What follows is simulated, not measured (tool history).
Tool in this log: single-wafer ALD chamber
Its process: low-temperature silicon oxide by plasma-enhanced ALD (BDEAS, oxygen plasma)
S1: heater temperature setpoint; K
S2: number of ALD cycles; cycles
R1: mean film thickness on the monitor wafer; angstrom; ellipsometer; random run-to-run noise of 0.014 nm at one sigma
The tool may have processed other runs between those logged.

Run 1, day 0: S1 373.15 K, S2 22 cycles. Result: R1 30.968 angstrom.
Run 2, day 0.221: S1 372.15 K, S2 22 cycles. Result: R1 31.346 angstrom.
Run 3, day 0.358: S1 362.15 K, S2 22 cycles. Result: R1 32.473 angstrom.
Run 4, day 0.546: S1 369.15 K, S2 22 cycles. Result: R1 31.479 angstrom.
Run 5, day 0.671: S1 368.15 K, S2 22 cycles. Result: R1 31.646 angstrom.
Run 6, day 0.742: S1 376.15 K, S2 22 cycles. Result: R1 30.816 angstrom.
Run 7, day 1.092: S1 375.15 K, S2 22 cycles. Result: R1 31.173 angstrom.
Run 8, day 1.446: S1 374.15 K, S2 22 cycles. Result: R1 31.14 angstrom.
Run 9, day 1.633: S1 373.15 K, S2 22 cycles. Result: R1 31.182 angstrom.
Run 10, day 1.954: S1 372.15 K, S2 22 cycles. Result: R1 31.204 angstrom.

Run 11 comes next. What will it give?
Run 11, day 2.138: S1 371.15 K, S2 22 cycles. Result: R1 ?.

Logged for run 11: R1 31.532 angstrom.
